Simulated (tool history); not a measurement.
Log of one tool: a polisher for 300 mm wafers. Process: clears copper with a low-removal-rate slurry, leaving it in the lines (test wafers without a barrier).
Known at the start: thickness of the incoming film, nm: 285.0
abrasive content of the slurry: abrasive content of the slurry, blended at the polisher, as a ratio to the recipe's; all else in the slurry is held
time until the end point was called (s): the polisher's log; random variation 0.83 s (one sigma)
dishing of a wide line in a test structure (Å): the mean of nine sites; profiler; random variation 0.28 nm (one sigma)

run,hour,flow of slurry (ml/min),pressure of the wafer on the pad (kPa),speed of the pad under the wafer (cm/s),abrasive content of the slurry,overpolish time after the end point (s),time until the end point was called (s),dishing of a wide line in a test structure (Å)
1,0.0,310,23.4,104,1.00,13,89.383,304.07
2,7.8,310,23.4,86,1.00,13,105.570,258.25
3,13.5,310,23.4,86,1.00,18,108.350,328.81
4,21.5,340,25.5,82,1.10,15,100.110,301.29
5,27.3,340,21.4,82,1.10,15,114.520,264.73
# hour 29.1: head pressure recalibrated
6,29.1,340,21.4,58,1.10,15,171.960,189.56
7,30.3,370,23.4,62,1.20,13,141.570,197.47
8,34.0,390,25.5,64,1.25,11,128.300,188.55
9,41.4,410,27.6,68,1.30,10,110.540,199.76
10,42.7,425,29.0,70,1.35,9,99.129,199.37
11,50.5,450,35.9,76,1.45,4,74.787,124.00
12,52.1,415,31.7,104,1.20,7,64.557,231.76

The next listed run, before its measurement:
13,56.5,405,31.7,104,1.20,7,?,?

{"run 13": {"time until the end point was called (s)": 64.135, "dishing of a wide line in a test structure (Å)": 228.81}}

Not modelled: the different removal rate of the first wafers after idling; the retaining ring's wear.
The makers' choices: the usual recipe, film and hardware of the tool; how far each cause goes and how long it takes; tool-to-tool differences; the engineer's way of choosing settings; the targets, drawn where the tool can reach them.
